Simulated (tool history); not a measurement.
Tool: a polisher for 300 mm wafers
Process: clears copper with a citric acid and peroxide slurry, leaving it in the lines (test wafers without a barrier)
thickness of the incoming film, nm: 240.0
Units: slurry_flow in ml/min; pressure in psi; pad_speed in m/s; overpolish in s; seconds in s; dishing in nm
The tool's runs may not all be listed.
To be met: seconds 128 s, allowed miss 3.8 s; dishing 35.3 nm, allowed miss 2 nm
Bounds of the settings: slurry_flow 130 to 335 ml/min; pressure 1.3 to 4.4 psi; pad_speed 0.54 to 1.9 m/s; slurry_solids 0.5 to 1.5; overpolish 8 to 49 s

run	hour	slurry_flow	pressure	pad_speed	slurry_solids	overpolish	seconds	dishing
1	0	215	2.8	1.22	1	25	105.81	33.853
2	1.4	210	2.6	1.22	1	27	111.52	33.136
3	4.8	210	2.6	1.22	1	33	110.64	38.846
4	7.4	210	3.2	1.22	1	33	91.712	45.719
# hour 8.3: slurry nozzle cleaned
5	8.3	205	2.9	1.22	1	33	100.55	41.738
6	10.6	205	2.9	1.22	1	23	99.147	31.233
7	17.7	225	2.7	1.22	1	25	105.7	32.587
8	23.4	200	2.1	1.22	1	33	136.48	33.477
9	29.6	210	2.1	1.22	1	33	135.88	31.944
10	36.8	215	2.1	1.22	1	34	134.31	33.058
11	44.5	220	2.1	1.22	1	34	132.89	32.847
12	46.4	220	2.1	1.22	1	35	133.11	33.737
13	55.4	225	2.1	1.22	1	35	133.09	34.576

Which of these 5 next moves meets every target?
A	64.4	260	2.6	1.12	0.9	25	?	?
B	64.4	220	1.7	1.48	1	32	?	?
C	64.4	220	2.1	1.24	1.25	35	?	?
D	64.4	245	2.2	1.3	1.05	26	?	?
E	64.4	215	2.1	1.4	1.1	28	?	?

move	seconds	dishing
A	116.94	29.626
B	141.59	29.915
C	126.73	35.304
D	119.75	29.639
E	118.76	31.434
A: takes the result that was furthest off past its target
B: further off than the last run
C: meets every target
D: takes the result that was furthest off past its target
E: takes the result that was furthest off past its target
Move C is the one to make.
